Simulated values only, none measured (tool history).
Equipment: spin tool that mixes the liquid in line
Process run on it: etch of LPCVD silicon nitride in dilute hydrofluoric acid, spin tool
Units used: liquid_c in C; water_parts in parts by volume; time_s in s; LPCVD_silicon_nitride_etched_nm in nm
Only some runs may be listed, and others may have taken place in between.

| run | hour | liquid_c | water_parts | time_s | LPCVD_silicon_nitride_etched_nm |
|---|---|---|---|---|---|
| 1 | 0.0 | 25.0 | 85 | 60 | 0.37180 |
| 2 | 1.5 | 23.5 | 85 | 60 | 0.33419 |
| 3 | 4.7 | 24.5 | 80 | 60 | 0.39099 |
| 4 | 12.8 | 25.5 | 75 | 60 | 0.43515 |
| 5 | 21.4 | 26.5 | 70 | 60 | 0.49069 |
| 6 | 30.2 | 26.5 | 55 | 60 | 0.62913 |
| 7 | 31.9 | 27.0 | 55 | 60 | 0.65202 |

For run 8, what comes out?
| 8 | 33.8 | 27.5 | 55 | 60 | ? |

Logged for run 8: LPCVD_silicon_nitride_etched_nm 0.65752 nm.

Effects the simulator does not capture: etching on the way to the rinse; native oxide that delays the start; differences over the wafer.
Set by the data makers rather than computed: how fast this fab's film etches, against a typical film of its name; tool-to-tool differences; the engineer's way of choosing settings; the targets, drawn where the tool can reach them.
